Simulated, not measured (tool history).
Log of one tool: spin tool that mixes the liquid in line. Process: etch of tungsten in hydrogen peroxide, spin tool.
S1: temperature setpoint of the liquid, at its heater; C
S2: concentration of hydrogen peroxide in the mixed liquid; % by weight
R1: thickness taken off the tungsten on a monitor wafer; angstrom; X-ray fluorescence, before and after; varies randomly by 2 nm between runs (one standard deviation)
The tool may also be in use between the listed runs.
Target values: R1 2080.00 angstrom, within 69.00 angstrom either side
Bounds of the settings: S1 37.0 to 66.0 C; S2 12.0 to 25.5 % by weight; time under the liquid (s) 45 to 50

run 1 day=0.000 | S1=53.0 S2=17.5 time_under_the_liquid_(s)=45 | R1=1175.10
run 2 day=0.271 | S1=47.5 S2=17.5 time_under_the_liquid_(s)=45 | R1=839.09
run 3 day=0.446 | S1=47.5 S2=17.5 time_under_the_liquid_(s)=50 | R1=940.84
run 4 day=0.704 | S1=47.5 S2=17.5 time_under_the_liquid_(s)=50 | R1=936.39
run 5 day=0.792 | S1=49.0 S2=17.5 time_under_the_liquid_(s)=50 | R1=994.95
run 6 day=0.917 | S1=43.5 S2=17.5 time_under_the_liquid_(s)=50 | R1=724.12
run 7 day=1.058 | S1=45.5 S2=17.5 time_under_the_liquid_(s)=50 | R1=817.03
run 8 day=1.300 | S1=47.0 S2=17.5 time_under_the_liquid_(s)=50 | R1=898.99
run 9 day=1.654 | S1=48.5 S2=17.5 time_under_the_liquid_(s)=50 | R1=983.73
run 10 day=1.804 | S1=50.0 S2=17.5 time_under_the_liquid_(s)=50 | R1=1085.00
run 11 day=1.829 | S1=50.0 S2=17.5 time_under_the_liquid_(s)=50 | R1=1088.30
run 12 day=1.958 | S1=51.0 S2=17.5 time_under_the_liquid_(s)=50 | R1=1128.70
run 13 day=2.212 | S1=52.0 S2=17.5 time_under_the_liquid_(s)=50 | R1=1226.80
run 14 day=2.442 | S1=53.0 S2=17.5 time_under_the_liquid_(s)=50 | R1=1301.60

Which single option among these 5 for the next run brings every result within its allowed miss of target? Just one does.
run A day=2.671 | S1=59.0 S2=19.5 time_under_the_liquid_(s)=50 | R1=?
run B day=2.671 | S1=58.5 S2=21.0 time_under_the_liquid_(s)=50 | R1=?
run C day=2.671 | S1=62.0 S2=15.5 time_under_the_liquid_(s)=50 | R1=?
run D day=2.671 | S1=60.0 S2=17.5 time_under_the_liquid_(s)=50 | R1=?
run E day=2.671 | S1=59.5 S2=17.5 time_under_the_liquid_(s)=50 | R1=?

move=A R1=1959.00
move=B R1=1974.90
move=C R1=2074.40
move=D R1=1966.00
move=E R1=1910.20
A: nearer the targets than the last run, but a result is still out of spec
B: nearer the targets than the last run, but a result is still out of spec
C: all results land within tolerance of their targets
D: nearer the targets than the last run, but a result is still out of spec
E: nearer the targets than the last run, but a result is still out of spec
Move C is the one to make.

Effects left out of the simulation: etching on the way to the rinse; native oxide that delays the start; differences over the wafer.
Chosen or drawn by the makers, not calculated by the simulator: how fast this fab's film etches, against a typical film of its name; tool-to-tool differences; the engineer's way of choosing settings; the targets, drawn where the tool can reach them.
